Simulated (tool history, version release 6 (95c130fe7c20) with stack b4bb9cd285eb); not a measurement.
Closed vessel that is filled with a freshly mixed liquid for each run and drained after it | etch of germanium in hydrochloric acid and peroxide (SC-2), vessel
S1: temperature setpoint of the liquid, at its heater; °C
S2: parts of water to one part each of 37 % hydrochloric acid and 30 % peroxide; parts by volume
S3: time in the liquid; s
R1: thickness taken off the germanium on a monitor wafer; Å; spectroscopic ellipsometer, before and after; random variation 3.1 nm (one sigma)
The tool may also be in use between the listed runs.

run 1 hour=0.0 | S1=65.0 S2=10.0 S3=100 | R1=3370.0
run 2 hour=7.5 | S1=66.5 S2=9.5 S3=100 | R1=3563.4
run 3 hour=8.7 | S1=66.5 S2=12.0 S3=100 | R1=3427.2
run 4 hour=11.1 | S1=67.5 S2=11.5 S3=100 | R1=3559.4
run 5 hour=18.6 | S1=61.0 S2=11.5 S3=100 | R1=2923.5
run 6 hour=23.9 | S1=61.0 S2=11.5 S3=105 | R1=3125.5
run 7 hour=26.0 | S1=61.0 S2=11.5 S3=105 | R1=3113.7
run 8 hour=27.8 | S1=63.0 S2=11.5 S3=105 | R1=3264.1
run 9 hour=34.4 | S1=64.5 S2=11.5 S3=105 | R1=3403.8
run 10 hour=37.7 | S1=66.0 S2=11.0 S3=105 | R1=3564.2
run 11 hour=42.5 | S1=67.0 S2=10.5 S3=105 | R1=3736.3

Forecast run 12:
run 12 hour=50.5 | S1=68.0 S2=10.5 S3=105 | R1=?

R1: 3809.9 Å
